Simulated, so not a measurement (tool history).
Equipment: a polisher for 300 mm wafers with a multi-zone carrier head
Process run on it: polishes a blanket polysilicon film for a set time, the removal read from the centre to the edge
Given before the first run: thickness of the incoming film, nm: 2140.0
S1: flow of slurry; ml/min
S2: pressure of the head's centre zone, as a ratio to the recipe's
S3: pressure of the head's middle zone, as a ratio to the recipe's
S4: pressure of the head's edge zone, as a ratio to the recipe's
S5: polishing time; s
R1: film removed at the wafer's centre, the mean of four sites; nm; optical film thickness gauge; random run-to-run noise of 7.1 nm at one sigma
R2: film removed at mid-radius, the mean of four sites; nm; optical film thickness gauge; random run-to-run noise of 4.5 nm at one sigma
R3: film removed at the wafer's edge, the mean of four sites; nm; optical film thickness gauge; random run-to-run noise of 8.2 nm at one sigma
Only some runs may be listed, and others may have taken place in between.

Run 1, hour 0: S1 320 ml/min, S2 1, S3 1, S4 1, S5 83 s. Result: R1 451.17 nm, R2 467.12 nm, R3 473.91 nm.
Run 2, hour 7.7: S1 320 ml/min, S2 1.07, S3 1, S4 1, S5 83 s. Result: R1 497.74 nm, R2 463.48 nm, R3 466.41 nm.
Run 3, hour 11.2: S1 320 ml/min, S2 1.08, S3 1.01, S4 1.02, S5 85 s. Result: R1 502.96 nm, R2 487.19 nm, R3 476.13 nm.
Run 4, hour 15.2: S1 320 ml/min, S2 1.09, S3 1.01, S4 1.03, S5 87 s. Result: R1 523.6 nm, R2 486.66 nm, R3 494.71 nm.
Run 5, hour 20.7: S1 320 ml/min, S2 1.09, S3 0.94, S4 1.03, S5 87 s. Result: R1 512.28 nm, R2 467.41 nm, R3 501.4 nm.
Run 6, hour 25.4: S1 320 ml/min, S2 1.09, S3 0.98, S4 1.03, S5 87 s. Result: R1 516.6 nm, R2 481.15 nm, R3 502.23 nm.

Run 7 is up next; what results do you expect?
Run 7, hour 31.7: S1 325 ml/min, S2 1.1, S3 1, S4 1.04, S5 88 s. Result: R1 ?, R2 ?, R3 ?.

R1: 541.36 nm
R2: 493.38 nm
R3: 505.18 nm

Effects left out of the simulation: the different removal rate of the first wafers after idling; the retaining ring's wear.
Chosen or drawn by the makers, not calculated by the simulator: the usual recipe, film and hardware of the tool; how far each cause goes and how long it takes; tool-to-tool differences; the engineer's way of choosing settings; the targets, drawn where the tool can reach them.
